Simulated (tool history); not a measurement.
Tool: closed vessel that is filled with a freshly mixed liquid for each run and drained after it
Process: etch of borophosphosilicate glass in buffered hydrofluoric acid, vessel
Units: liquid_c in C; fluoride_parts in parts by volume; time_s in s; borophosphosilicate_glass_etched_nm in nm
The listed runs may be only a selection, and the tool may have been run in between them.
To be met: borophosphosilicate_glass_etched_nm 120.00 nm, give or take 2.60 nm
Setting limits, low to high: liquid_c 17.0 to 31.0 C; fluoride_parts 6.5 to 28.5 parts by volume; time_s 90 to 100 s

run    day  liquid_c  fluoride_parts  time_s  borophosphosilicate_glass_etched_nm
  1  0.000      23.0            17.5      90                               136.13
  2  0.317      22.5            17.5      90                               133.11
  3  0.671      22.0            17.5      90                               129.75
  4  0.708      23.5            17.5      90                               140.45
  5  0.971      22.5            17.5      90                               134.45
  6  1.158      24.5            17.5      90                               148.07
  7  1.408      23.0            17.5      90                               137.06
  8  1.446      20.0            17.5      90                               116.18

Which of these 5 next moves meets every target?
  A  1.483      19.0            17.5      90                                    ?
  B  1.483      18.0            16.0      95                                    ?
  C  1.483      19.5            19.5      95                                    ?
  D  1.483      20.5            18.5      90                                    ?
  E  1.483      19.5            16.5      95                                    ?

move  borophosphosilicate_glass_etched_nm
   A                               109.45
   B                               119.38
   C                               106.71
   D                               112.59
   E                               125.92
A: moves away from the targets compared with the last run
B: meets every target
C: moves away from the targets compared with the last run
D: moves away from the targets compared with the last run
E: the result that was furthest off in the last run now lies on the other side of its target
B is the move that brings every result within its allowed miss.

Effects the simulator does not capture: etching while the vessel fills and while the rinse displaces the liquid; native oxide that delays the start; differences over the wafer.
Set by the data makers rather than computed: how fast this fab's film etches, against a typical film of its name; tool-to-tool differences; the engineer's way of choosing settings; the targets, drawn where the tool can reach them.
